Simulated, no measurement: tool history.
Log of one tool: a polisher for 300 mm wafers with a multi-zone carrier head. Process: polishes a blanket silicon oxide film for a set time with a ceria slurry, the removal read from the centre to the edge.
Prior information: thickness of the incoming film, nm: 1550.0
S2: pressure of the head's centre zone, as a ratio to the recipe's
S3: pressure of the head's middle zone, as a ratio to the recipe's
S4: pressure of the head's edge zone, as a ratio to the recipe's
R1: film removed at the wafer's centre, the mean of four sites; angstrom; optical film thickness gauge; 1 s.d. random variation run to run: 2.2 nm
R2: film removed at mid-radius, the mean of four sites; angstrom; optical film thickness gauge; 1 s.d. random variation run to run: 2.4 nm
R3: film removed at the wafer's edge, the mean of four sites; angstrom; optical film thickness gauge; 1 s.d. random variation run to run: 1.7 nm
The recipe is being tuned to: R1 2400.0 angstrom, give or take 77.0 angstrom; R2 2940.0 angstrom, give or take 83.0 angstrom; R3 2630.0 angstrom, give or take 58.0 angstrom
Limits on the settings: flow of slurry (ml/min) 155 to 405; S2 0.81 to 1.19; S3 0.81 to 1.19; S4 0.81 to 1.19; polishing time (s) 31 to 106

{"run": 1, "day": 0.0, "flow of slurry (ml/min)": 260, "S2": 1.0, "S3": 1.0, "S4": 1.0, "polishing time (s)": 68, "R1": 3473.9, "R2": 3289.3, "R3": 3467.9}
{"run": 2, "day": 0.242, "flow of slurry (ml/min)": 255, "S2": 0.97, "S3": 1.02, "S4": 0.96, "polishing time (s)": 65, "R1": 3154.9, "R2": 3265.1, "R3": 3233.8}
{"run": 3, "day": 0.538, "flow of slurry (ml/min)": 255, "S2": 0.92, "S3": 1.02, "S4": 0.96, "polishing time (s)": 65, "R1": 3015.4, "R2": 3191.9, "R3": 3224.7}
{"run": 4, "day": 0.729, "flow of slurry (ml/min)": 245, "S2": 0.9, "S3": 1.03, "S4": 0.93, "polishing time (s)": 63, "R1": 2862.6, "R2": 3178.8, "R3": 3050.6}
{"run": 5, "day": 0.829, "flow of slurry (ml/min)": 245, "S2": 0.9, "S3": 1.09, "S4": 0.93, "polishing time (s)": 63, "R1": 2817.9, "R2": 3307.5, "R3": 3052.8}
{"run": 6, "day": 0.996, "flow of slurry (ml/min)": 185, "S2": 0.9, "S3": 1.09, "S4": 0.93, "polishing time (s)": 63, "R1": 2711.9, "R2": 3159.4, "R3": 2987.4}
{"run": 7, "day": 1.321, "flow of slurry (ml/min)": 185, "S2": 0.89, "S3": 1.09, "S4": 0.91, "polishing time (s)": 62, "R1": 2628.0, "R2": 3136.1, "R3": 2921.1}
{"run": 8, "day": 1.475, "flow of slurry (ml/min)": 185, "S2": 0.89, "S3": 1.09, "S4": 0.89, "polishing time (s)": 61, "R1": 2578.9, "R2": 3084.0, "R3": 2814.8}
{"run": 9, "day": 1.517, "flow of slurry (ml/min)": 180, "S2": 0.88, "S3": 1.08, "S4": 0.88, "polishing time (s)": 61, "R1": 2524.9, "R2": 2963.4, "R3": 2810.1}
{"run": 10, "day": 1.654, "flow of slurry (ml/min)": 180, "S2": 0.88, "S3": 1.09, "S4": 0.87, "polishing time (s)": 61, "R1": 2552.3, "R2": 3046.4, "R3": 2759.4}
{"run": 11, "day": 2.021, "flow of slurry (ml/min)": 175, "S2": 0.87, "S3": 1.09, "S4": 0.86, "polishing time (s)": 61, "R1": 2518.8, "R2": 3003.5, "R3": 2757.0}
{"day": 2.288, "done": "edge zone pressure recalibrated"}
{"run": 12, "day": 2.288, "flow of slurry (ml/min)": 175, "S2": 0.85, "S3": 1.11, "S4": 0.81, "polishing time (s)": 59, "R1": 2392.9, "R2": 2967.3, "R3": 2509.8}
{"run": 13, "day": 2.575, "flow of slurry (ml/min)": 175, "S2": 0.85, "S3": 1.11, "S4": 0.82, "polishing time (s)": 59, "R1": 2332.5, "R2": 2979.9, "R3": 2521.9}
{"run": 14, "day": 2.888, "flow of slurry (ml/min)": 175, "S2": 0.85, "S3": 1.11, "S4": 0.83, "polishing time (s)": 59, "R1": 2350.3, "R2": 2979.2, "R3": 2540.1}

5 next moves are on the table. One of them brings every result within its allowed miss. Which?
{"run": "A", "day": 3.2, "flow of slurry (ml/min)": 155, "S2": 0.81, "S3": 1.01, "S4": 0.88, "polishing time (s)": 65, "R1": "?", "R2": "?", "R3": "?"}
{"run": "B", "day": 3.2, "flow of slurry (ml/min)": 155, "S2": 0.82, "S3": 1.04, "S4": 0.86, "polishing time (s)": 64, "R1": "?", "R2": "?", "R3": "?"}
{"run": "C", "day": 3.2, "flow of slurry (ml/min)": 165, "S2": 0.81, "S3": 1.12, "S4": 0.85, "polishing time (s)": 64, "R1": "?", "R2": "?", "R3": "?"}
{"run": "D", "day": 3.2, "flow of slurry (ml/min)": 155, "S2": 0.81, "S3": 1.1, "S4": 0.89, "polishing time (s)": 60, "R1": "?", "R2": "?", "R3": "?"}
{"run": "E", "day": 3.2, "flow of slurry (ml/min)": 165, "S2": 0.85, "S3": 1.07, "S4": 0.86, "polishing time (s)": 61, "R1": "?", "R2": "?", "R3": "?"}

move=A R1=2432.5 R2=2951.2 R3=2810.1
move=B R1=2425.4 R2=2978.7 R3=2737.2
move=C R1=2434.4 R2=3217.6 R3=2747.1
move=D R1=2246.8 R2=2929.4 R3=2604.2
move=E R1=2435.1 R2=2948.5 R3=2633.8
A: takes the result that was furthest off past its target
B: takes the result that was furthest off past its target
C: takes the result that was furthest off past its target
D: the furthest-off result lands on target, but another misses its tolerance
E: in spec on every target
Move E is the one to make.
